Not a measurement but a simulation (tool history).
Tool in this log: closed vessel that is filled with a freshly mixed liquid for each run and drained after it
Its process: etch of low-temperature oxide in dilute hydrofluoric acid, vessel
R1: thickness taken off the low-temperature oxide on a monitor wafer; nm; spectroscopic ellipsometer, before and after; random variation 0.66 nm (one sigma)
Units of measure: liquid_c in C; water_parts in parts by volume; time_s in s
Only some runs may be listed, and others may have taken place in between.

run 1 hour=0 | liquid_c=23 water_parts=295 time_s=2040 | R1=54.121
run 2 hour=4.1 | liquid_c=21 water_parts=295 time_s=2040 | R1=50.544
run 3 hour=7.9 | liquid_c=22.5 water_parts=290 time_s=2040 | R1=53.751
run 4 hour=9.3 | liquid_c=22.5 water_parts=290 time_s=2040 | R1=54.357
run 5 hour=14.9 | liquid_c=22.5 water_parts=290 time_s=2195 | R1=58.352
run 6 hour=22.2 | liquid_c=22.5 water_parts=290 time_s=2195 | R1=58.006
run 7 hour=31.5 | liquid_c=24 water_parts=285 time_s=2195 | R1=63.249
run 8 hour=40.2 | liquid_c=28 water_parts=280 time_s=2195 | R1=74.358

Run 9 comes next. What will it give?
run 9 hour=48.9 | liquid_c=28.5 water_parts=280 time_s=2195 | R1=?

Run 9 came out at R1 75.677 nm.
